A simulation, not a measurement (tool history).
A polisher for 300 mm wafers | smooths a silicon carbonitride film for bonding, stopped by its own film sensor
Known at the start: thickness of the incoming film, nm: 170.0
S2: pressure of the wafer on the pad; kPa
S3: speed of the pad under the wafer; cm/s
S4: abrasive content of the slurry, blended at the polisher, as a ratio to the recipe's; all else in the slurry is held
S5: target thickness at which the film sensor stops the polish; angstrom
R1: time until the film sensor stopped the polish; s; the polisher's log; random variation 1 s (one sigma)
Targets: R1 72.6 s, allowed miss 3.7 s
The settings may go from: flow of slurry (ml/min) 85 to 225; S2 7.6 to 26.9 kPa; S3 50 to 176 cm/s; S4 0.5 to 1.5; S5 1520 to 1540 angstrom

Run 1, hour 0: flow of slurry (ml/min) 145, S2 17.2 kPa, S3 112 cm/s, S4 1, S5 1520 angstrom. Result: R1 47.167 s.
Run 2, hour 8.5: flow of slurry (ml/min) 145, S2 17.2 kPa, S3 122 cm/s, S4 1, S5 1520 angstrom. Result: R1 45.981 s.
Run 3, hour 16.5: flow of slurry (ml/min) 145, S2 13.8 kPa, S3 122 cm/s, S4 1, S5 1520 angstrom. Result: R1 53.577 s.
Run 4, hour 25: flow of slurry (ml/min) 145, S2 13.8 kPa, S3 122 cm/s, S4 0.9, S5 1520 angstrom. Result: R1 57.665 s.
Run 5, hour 28.1: flow of slurry (ml/min) 145, S2 13.1 kPa, S3 122 cm/s, S4 0.9, S5 1520 angstrom. Result: R1 58.781 s.
Run 6, hour 34.6: flow of slurry (ml/min) 145, S2 12.4 kPa, S3 122 cm/s, S4 0.9, S5 1520 angstrom. Result: R1 63.594 s.
Run 7, hour 35.7: flow of slurry (ml/min) 145, S2 11.7 kPa, S3 122 cm/s, S4 0.9, S5 1520 angstrom. Result: R1 64.89 s.
Run 8, hour 43.5: flow of slurry (ml/min) 145, S2 11 kPa, S3 122 cm/s, S4 0.9, S5 1520 angstrom. Result: R1 67.889 s.

Which of these 5 next moves meets every target?
Run A, hour 51.3: flow of slurry (ml/min) 130, S2 12.4 kPa, S3 114 cm/s, S4 0.85, S5 1530 angstrom. Result: R1 ?.
Run B, hour 51.3: flow of slurry (ml/min) 155, S2 9.7 kPa, S3 104 cm/s, S4 1, S5 1520 angstrom. Result: R1 ?.
Run C, hour 51.3: flow of slurry (ml/min) 130, S2 11 kPa, S3 104 cm/s, S4 1, S5 1540 angstrom. Result: R1 ?.
Run D, hour 51.3: flow of slurry (ml/min) 135, S2 11 kPa, S3 130 cm/s, S4 0.75, S5 1520 angstrom. Result: R1 ?.
Run E, hour 51.3: flow of slurry (ml/min) 125, S2 7.6 kPa, S3 162 cm/s, S4 0.75, S5 1520 angstrom. Result: R1 ?.

move      R1
   A  62.819
   B  77.731
   C  63.894
   D  70.471
   E  80.066
A: further off than the last run
B: takes the result that was furthest off past its target
C: further off than the last run
D: meets every target
E: takes the result that was furthest off past its target
The right move is D.

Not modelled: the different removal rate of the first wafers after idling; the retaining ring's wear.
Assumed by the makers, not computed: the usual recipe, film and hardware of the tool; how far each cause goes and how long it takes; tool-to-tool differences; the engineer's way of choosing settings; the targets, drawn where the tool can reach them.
